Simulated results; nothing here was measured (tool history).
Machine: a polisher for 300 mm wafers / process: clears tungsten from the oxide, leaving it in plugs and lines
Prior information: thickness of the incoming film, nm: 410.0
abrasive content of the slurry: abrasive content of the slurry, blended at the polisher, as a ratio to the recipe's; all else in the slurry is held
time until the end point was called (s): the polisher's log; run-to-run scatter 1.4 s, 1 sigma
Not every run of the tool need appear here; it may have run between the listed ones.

| run | hour | flow of slurry (ml/min) | pressure of the wafer on the pad (kPa) | speed of the pad under the wafer (cm/s) | abrasive content of the slurry | overpolish time after the end point (s) | time until the end point was called (s) |
|---|---|---|---|---|---|---|---|
| 1 | 0.0 | 150 | 20.7 | 106 | 1.0 | 18 | 86.229 |
| 2 | 5.9 | 150 | 19.3 | 106 | 1.0 | 18 | 92.253 |
| 3 | 8.3 | 150 | 21.4 | 106 | 1.0 | 18 | 82.612 |
| 4 | 11.8 | 150 | 20.0 | 106 | 1.0 | 18 | 89.366 |
| 5 | 16.0 | 165 | 20.0 | 106 | 1.0 | 18 | 89.435 |
| 6 | 17.1 | 165 | 20.0 | 106 | 1.0 | 19 | 89.749 |
| 7 | 18.6 | 165 | 18.6 | 106 | 1.0 | 19 | 93.326 |
| 8 | 24.3 | 165 | 17.2 | 106 | 1.0 | 19 | 100.790 |
| 9 | 30.1 | 165 | 16.5 | 106 | 1.0 | 19 | 106.560 |
| 10 | 33.7 | 165 | 16.5 | 106 | 1.0 | 19 | 105.760 |
| 11 | 42.2 | 165 | 15.9 | 106 | 1.0 | 19 | 110.530 |
| 12 | 45.7 | 145 | 11.0 | 106 | 1.0 | 19 | 160.250 |

What does the tool deliver on the next run?
| 13 | 50.5 | 150 | 11.0 | 106 | 1.0 | 19 | ? |

Run 13 measured time until the end point was called (s) 154.150.

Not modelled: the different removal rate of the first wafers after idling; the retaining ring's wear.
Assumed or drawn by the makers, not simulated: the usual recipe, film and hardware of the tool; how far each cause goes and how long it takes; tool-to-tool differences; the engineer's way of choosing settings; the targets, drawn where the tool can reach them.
